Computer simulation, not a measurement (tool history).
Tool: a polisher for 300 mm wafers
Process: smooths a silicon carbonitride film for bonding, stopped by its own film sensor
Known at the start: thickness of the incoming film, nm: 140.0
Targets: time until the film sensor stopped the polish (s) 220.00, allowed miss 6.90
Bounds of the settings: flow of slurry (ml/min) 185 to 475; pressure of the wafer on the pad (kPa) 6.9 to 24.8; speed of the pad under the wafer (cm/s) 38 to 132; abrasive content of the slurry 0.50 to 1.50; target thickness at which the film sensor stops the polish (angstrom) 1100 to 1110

| run | hour | flow of slurry (ml/min) | pressure of the wafer on the pad (kPa) | speed of the pad under the wafer (cm/s) | abrasive content of the slurry | target thickness at which the film sensor stops the polish (angstrom) | time until the film sensor stopped the polish (s) |
|---|---|---|---|---|---|---|---|
| 1 | 0.0 | 305 | 15.9 | 84 | 1.00 | 1110 | 138.95 |
| 2 | 2.4 | 305 | 14.5 | 84 | 1.00 | 1110 | 146.54 |
| 3 | 6.8 | 305 | 13.1 | 84 | 1.00 | 1110 | 154.82 |
| 4 | 11.4 | 305 | 16.5 | 84 | 1.00 | 1110 | 135.23 |
| 5 | 15.9 | 305 | 16.5 | 84 | 0.90 | 1110 | 141.07 |
| 6 | 21.4 | 370 | 16.5 | 84 | 0.90 | 1110 | 139.75 |
| 7 | 22.8 | 370 | 14.5 | 84 | 0.90 | 1110 | 149.48 |
| 8 | 30.4 | 365 | 13.1 | 82 | 0.90 | 1110 | 161.87 |
| 9 | 35.2 | 365 | 11.7 | 80 | 0.90 | 1110 | 177.43 |

Which of these 4 next moves meets every target?
| A | 40.0 | 340 | 11.7 | 70 | 0.95 | 1100 | ? |
| B | 40.0 | 355 | 10.3 | 62 | 1.00 | 1100 | ? |
| C | 40.0 | 375 | 10.3 | 76 | 0.85 | 1110 | ? |
| D | 40.0 | 410 | 10.3 | 70 | 0.85 | 1110 | ? |

| move | time until the film sensor stopped the polish (s) |
|---|---|
| A | 200.87 |
| B | 231.81 |
| C | 203.88 |
| D | 216.53 |
A: nearer than the last run, and not there yet
B: takes the result that was furthest off past its target
C: nearer than the last run, and not there yet
D: meets every target
The right move is D.
